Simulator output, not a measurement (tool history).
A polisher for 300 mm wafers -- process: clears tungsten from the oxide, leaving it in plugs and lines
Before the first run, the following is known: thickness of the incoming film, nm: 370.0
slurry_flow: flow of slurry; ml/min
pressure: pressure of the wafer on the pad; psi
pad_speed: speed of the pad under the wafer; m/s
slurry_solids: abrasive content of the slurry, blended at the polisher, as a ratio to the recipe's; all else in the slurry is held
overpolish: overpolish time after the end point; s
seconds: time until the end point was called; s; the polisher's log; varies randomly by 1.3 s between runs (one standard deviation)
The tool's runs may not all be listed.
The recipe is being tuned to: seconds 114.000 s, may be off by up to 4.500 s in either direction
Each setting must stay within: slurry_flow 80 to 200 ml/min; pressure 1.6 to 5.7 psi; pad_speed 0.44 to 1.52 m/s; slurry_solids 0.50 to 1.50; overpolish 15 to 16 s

| run | day | slurry_flow | pressure | pad_speed | slurry_solids | overpolish | seconds |
|---|---|---|---|---|---|---|---|
| 1 | 0.000 | 130 | 3.6 | 0.98 | 1.00 | 15 | 94.099 |
| 2 | 0.362 | 125 | 3.4 | 0.98 | 1.00 | 15 | 102.530 |
| 3 | 0.588 | 125 | 4.0 | 0.98 | 1.00 | 15 | 87.606 |
| 4 | 0.821 | 120 | 3.8 | 0.98 | 1.00 | 15 | 92.731 |
| 5 | 1.196 | 120 | 3.8 | 0.82 | 1.00 | 15 | 108.620 |
| 6 | 1.346 | 120 | 4.4 | 0.82 | 1.00 | 15 | 95.366 |
| 7 | 1.679 | 115 | 4.2 | 0.82 | 1.00 | 15 | 99.183 |
| 8 | 1.758 | 115 | 4.1 | 0.82 | 1.00 | 15 | 104.660 |

4 next moves are on the table. One of them brings every result within its allowed miss. Which?
| A | 1.838 | 110 | 4.0 | 0.84 | 1.10 | 15 | ? |
| B | 1.838 | 85 | 3.1 | 0.98 | 1.25 | 15 | ? |
| C | 1.838 | 110 | 4.3 | 0.90 | 0.95 | 15 | ? |
| D | 1.838 | 130 | 4.1 | 0.64 | 0.95 | 16 | ? |

| move | seconds |
|---|---|
| A | 103.020 |
| B | 115.820 |
| C | 94.043 |
| D | 132.370 |
A: moves away from the targets compared with the last run
B: every result lands within tolerance
C: moves away from the targets compared with the last run
D: takes the biggest miss from the last run beyond its target
So the answer is move B, the one that meets all the targets.
